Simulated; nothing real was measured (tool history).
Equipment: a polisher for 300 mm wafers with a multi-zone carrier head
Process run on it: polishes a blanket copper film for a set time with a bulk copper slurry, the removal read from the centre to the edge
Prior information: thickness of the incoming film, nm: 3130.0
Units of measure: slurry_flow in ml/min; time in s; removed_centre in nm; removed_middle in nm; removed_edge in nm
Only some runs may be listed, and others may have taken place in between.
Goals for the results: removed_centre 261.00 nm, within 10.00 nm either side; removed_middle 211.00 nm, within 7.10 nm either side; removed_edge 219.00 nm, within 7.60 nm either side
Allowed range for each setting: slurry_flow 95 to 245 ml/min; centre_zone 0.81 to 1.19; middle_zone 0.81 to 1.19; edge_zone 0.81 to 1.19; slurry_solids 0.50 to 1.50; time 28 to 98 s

{"run": 1, "hour": 0.0, "slurry_flow": 155, "centre_zone": 1.0, "middle_zone": 1.0, "edge_zone": 1.0, "slurry_solids": 1.0, "time": 63, "removed_centre": 344.92, "removed_middle": 348.9, "removed_edge": 345.74}
{"run": 2, "hour": 8.9, "slurry_flow": 150, "centre_zone": 1.02, "middle_zone": 0.97, "edge_zone": 0.97, "slurry_solids": 0.9, "time": 59, "removed_centre": 328.28, "removed_middle": 311.32, "removed_edge": 305.82}
{"run": 3, "hour": 12.7, "slurry_flow": 145, "centre_zone": 1.02, "middle_zone": 0.94, "edge_zone": 0.96, "slurry_solids": 0.8, "time": 57, "removed_centre": 303.29, "removed_middle": 283.14, "removed_edge": 294.31}
{"run": 4, "hour": 20.2, "slurry_flow": 145, "centre_zone": 1.04, "middle_zone": 0.93, "edge_zone": 0.94, "slurry_solids": 0.75, "time": 55, "removed_centre": 298.2, "removed_middle": 271.79, "removed_edge": 277.3}
{"run": 5, "hour": 24.4, "slurry_flow": 140, "centre_zone": 1.05, "middle_zone": 0.91, "edge_zone": 0.92, "slurry_solids": 0.7, "time": 53, "removed_centre": 283.32, "removed_middle": 251.7, "removed_edge": 264.51}
{"run": 6, "hour": 27.4, "slurry_flow": 140, "centre_zone": 1.07, "middle_zone": 0.91, "edge_zone": 0.9, "slurry_solids": 0.65, "time": 52, "removed_centre": 276.43, "removed_middle": 243.96, "removed_edge": 247.84}
{"run": 7, "hour": 32.2, "slurry_flow": 135, "centre_zone": 1.08, "middle_zone": 0.9, "edge_zone": 0.88, "slurry_solids": 0.6, "time": 52, "removed_centre": 274.71, "removed_middle": 236.91, "removed_edge": 244.05}
{"run": 8, "hour": 33.5, "slurry_flow": 135, "centre_zone": 1.08, "middle_zone": 0.9, "edge_zone": 0.88, "slurry_solids": 0.6, "time": 52, "removed_centre": 279.88, "removed_middle": 240.23, "removed_edge": 245.09}
{"run": 9, "hour": 38.2, "slurry_flow": 130, "centre_zone": 1.09, "middle_zone": 0.89, "edge_zone": 0.87, "slurry_solids": 0.6, "time": 51, "removed_centre": 268.57, "removed_middle": 227.92, "removed_edge": 230.88}
{"run": 10, "hour": 41.6, "slurry_flow": 125, "centre_zone": 1.1, "middle_zone": 0.88, "edge_zone": 0.87, "slurry_solids": 0.6, "time": 51, "removed_centre": 269.61, "removed_middle": 221.86, "removed_edge": 234.47}

Of the 5 settings listed for the next run, only one would bring every result within its allowed miss of target. Which one?
{"run": "A", "hour": 45.0, "slurry_flow": 110, "centre_zone": 1.13, "middle_zone": 0.9, "edge_zone": 0.85, "slurry_solids": 0.65, "time": 51, "removed_centre": "?", "removed_middle": "?", "removed_edge": "?"}
{"run": "B", "hour": 45.0, "slurry_flow": 160, "centre_zone": 1.06, "middle_zone": 0.83, "edge_zone": 0.81, "slurry_solids": 0.5, "time": 49, "removed_centre": "?", "removed_middle": "?", "removed_edge": "?"}
{"run": "C", "hour": 45.0, "slurry_flow": 115, "centre_zone": 1.16, "middle_zone": 0.86, "edge_zone": 0.92, "slurry_solids": 0.75, "time": 46, "removed_centre": "?", "removed_middle": "?", "removed_edge": "?"}
{"run": "D", "hour": 45.0, "slurry_flow": 140, "centre_zone": 1.14, "middle_zone": 0.91, "edge_zone": 0.81, "slurry_solids": 0.65, "time": 45, "removed_centre": "?", "removed_middle": "?", "removed_edge": "?"}
{"run": "E", "hour": 45.0, "slurry_flow": 135, "centre_zone": 1.11, "middle_zone": 0.97, "edge_zone": 0.86, "slurry_solids": 0.55, "time": 48, "removed_centre": "?", "removed_middle": "?", "removed_edge": "?"}

move=A removed_centre=268.12 removed_middle=219.84 removed_edge=228.10
move=B removed_centre=254.09 removed_middle=205.75 removed_edge=218.37
move=C removed_centre=257.11 removed_middle=197.43 removed_edge=219.93
move=D removed_centre=253.86 removed_middle=206.59 removed_edge=204.55
move=E removed_centre=255.03 removed_middle=225.03 removed_edge=217.18
A: closes in on the targets versus the last run, not all within tolerance yet
B: every result within its allowed miss
C: gets the furthest-off result to its target, but another result is out of tolerance
D: the result that was furthest off in the last run now lies on the other side of its target
E: gets the furthest-off result to its target, but another result is out of tolerance
The right move is B.

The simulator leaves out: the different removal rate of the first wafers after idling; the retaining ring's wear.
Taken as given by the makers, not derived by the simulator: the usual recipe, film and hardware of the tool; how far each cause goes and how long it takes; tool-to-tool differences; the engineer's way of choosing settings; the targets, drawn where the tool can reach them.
